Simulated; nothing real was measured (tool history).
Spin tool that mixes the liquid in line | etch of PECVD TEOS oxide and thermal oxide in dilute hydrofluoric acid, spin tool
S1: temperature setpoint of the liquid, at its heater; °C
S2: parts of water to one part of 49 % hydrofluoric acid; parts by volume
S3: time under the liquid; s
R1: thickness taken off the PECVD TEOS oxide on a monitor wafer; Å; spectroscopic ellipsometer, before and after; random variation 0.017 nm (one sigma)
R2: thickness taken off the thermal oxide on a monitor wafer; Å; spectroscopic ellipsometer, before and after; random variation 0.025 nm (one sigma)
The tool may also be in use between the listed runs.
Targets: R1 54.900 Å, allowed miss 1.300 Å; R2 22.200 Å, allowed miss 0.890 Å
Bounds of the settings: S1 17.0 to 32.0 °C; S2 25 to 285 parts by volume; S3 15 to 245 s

Run 1, hour 0.0: S1 24.0 °C, S2 155 parts by volume, S3 125 s. Result: R1 77.604 Å, R2 31.491 Å.
Run 2, hour 1.5: S1 24.0 °C, S2 200 parts by volume, S3 125 s. Result: R1 57.438 Å, R2 23.020 Å.
Run 3, hour 10.4: S1 23.5 °C, S2 200 parts by volume, S3 125 s. Result: R1 56.365 Å, R2 22.877 Å.
Run 4, hour 14.3: S1 24.5 °C, S2 200 parts by volume, S3 125 s. Result: R1 58.752 Å, R2 24.047 Å.
Run 5, hour 20.8: S1 24.5 °C, S2 240 parts by volume, S3 125 s. Result: R1 47.030 Å, R2 18.762 Å.
Run 6, hour 24.9: S1 26.0 °C, S2 240 parts by volume, S3 125 s. Result: R1 49.368 Å, R2 19.477 Å.
Run 7, hour 29.3: S1 26.5 °C, S2 240 parts by volume, S3 125 s. Result: R1 50.180 Å, R2 20.346 Å.
Run 8, hour 32.7: S1 27.0 °C, S2 240 parts by volume, S3 125 s. Result: R1 51.520 Å, R2 20.565 Å.
Run 9, hour 35.5: S1 27.0 °C, S2 240 parts by volume, S3 125 s. Result: R1 51.323 Å, R2 20.916 Å.
Run 10, hour 43.0: S1 27.5 °C, S2 240 parts by volume, S3 125 s. Result: R1 52.028 Å, R2 20.963 Å.
Run 11, hour 47.5: S1 28.0 °C, S2 240 parts by volume, S3 125 s. Result: R1 52.919 Å, R2 21.347 Å.

4 next moves are on the table. One of them brings every result within its allowed miss. Which?
Run A, hour 52.0: S1 22.0 °C, S2 215 parts by volume, S3 130 s. Result: R1 ?, R2 ?.
Run B, hour 52.0: S1 32.0 °C, S2 110 parts by volume, S3 40 s. Result: R1 ?, R2 ?.
Run C, hour 52.0: S1 30.5 °C, S2 255 parts by volume, S3 120 s. Result: R1 ?, R2 ?.
Run D, hour 52.0: S1 31.5 °C, S2 285 parts by volume, S3 145 s. Result: R1 ?, R2 ?.

move      R1      R2
   A  50.833  20.695
   B  50.178  20.428
   C  51.092  20.800
   D  55.114  22.438
A: further off than the last run
B: further off than the last run
C: further off than the last run
D: meets every target
Answer: D
